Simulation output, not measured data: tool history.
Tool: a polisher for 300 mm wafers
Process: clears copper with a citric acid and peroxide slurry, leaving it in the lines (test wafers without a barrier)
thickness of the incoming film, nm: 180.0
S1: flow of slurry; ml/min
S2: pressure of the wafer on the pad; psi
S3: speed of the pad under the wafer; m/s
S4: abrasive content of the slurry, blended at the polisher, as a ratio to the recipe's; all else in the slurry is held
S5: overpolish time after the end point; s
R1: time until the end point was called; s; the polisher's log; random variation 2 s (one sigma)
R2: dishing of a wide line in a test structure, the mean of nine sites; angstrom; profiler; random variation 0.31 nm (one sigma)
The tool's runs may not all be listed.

{"run": 1, "day": 0.0, "S1": 290, "S2": 2.4, "S3": 0.96, "S4": 1.0, "S5": 24, "R1": 84.894, "R2": 363.81}
{"run": 2, "day": 0.15, "S1": 290, "S2": 2.4, "S3": 0.96, "S4": 0.85, "S5": 24, "R1": 88.884, "R2": 362.5}
{"run": 3, "day": 0.517, "S1": 290, "S2": 2.4, "S3": 0.96, "S4": 0.85, "S5": 15, "R1": 89.07, "R2": 231.94}
{"run": 4, "day": 0.842, "S1": 290, "S2": 2.4, "S3": 0.96, "S4": 0.75, "S5": 15, "R1": 90.099, "R2": 233.87}
{"run": 5, "day": 1.054, "S1": 290, "S2": 2.0, "S3": 0.92, "S4": 0.75, "S5": 16, "R1": 111.02, "R2": 206.84}
{"run": 6, "day": 1.208, "S1": 340, "S2": 2.0, "S3": 0.92, "S4": 0.75, "S5": 16, "R1": 111.71, "R2": 201.33}
{"run": 7, "day": 1.238, "S1": 340, "S2": 1.7, "S3": 0.9, "S4": 0.75, "S5": 17, "R1": 134.48, "R2": 179.93}

The next listed run, before its measurement:
{"run": 8, "day": 1.604, "S1": 340, "S2": 1.5, "S3": 0.9, "S4": 0.75, "S5": 17, "R1": "?", "R2": "?"}

Run 8 gave R1 150.860 s, R2 162.98 angstrom.
